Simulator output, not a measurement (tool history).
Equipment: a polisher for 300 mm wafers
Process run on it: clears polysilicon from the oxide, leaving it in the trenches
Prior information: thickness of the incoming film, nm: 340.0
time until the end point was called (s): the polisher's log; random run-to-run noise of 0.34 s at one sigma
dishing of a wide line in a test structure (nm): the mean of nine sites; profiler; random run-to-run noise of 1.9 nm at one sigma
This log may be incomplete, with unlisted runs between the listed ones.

| run | hour | flow of slurry (ml/min) | pressure of the wafer on the pad (psi) | speed of the pad under the wafer (m/s) | overpolish time after the end point (s) | time until the end point was called (s) | dishing of a wide line in a test structure (nm) |
|---|---|---|---|---|---|---|---|
| 1 | 0 | 130 | 2.7 | 0.94 | 13 | 27.719 | 76.976 |
| 2 | 4 | 130 | 2.1 | 0.94 | 13 | 35.737 | 66.984 |
| 3 | 6.7 | 130 | 2.7 | 0.94 | 13 | 28.62 | 75.419 |
| 4 | 8.3 | 130 | 3 | 0.96 | 13 | 24.858 | 76.63 |
| 5 | 8.9 | 130 | 3.4 | 0.96 | 13 | 21.763 | 79.98 |
| 6 | 15.3 | 100 | 3.4 | 0.96 | 13 | 23.75 | 82.043 |
| 7 | 16 | 105 | 3.5 | 0.96 | 14 | 22.643 | 86.307 |

Predict the results of run 8:
| 8 | 22.5 | 110 | 3.6 | 0.96 | 15 | ? | ? |

Logged for run 8: time until the end point was called (s) 21.807, dishing of a wide line in a test structure (nm) 87.892.
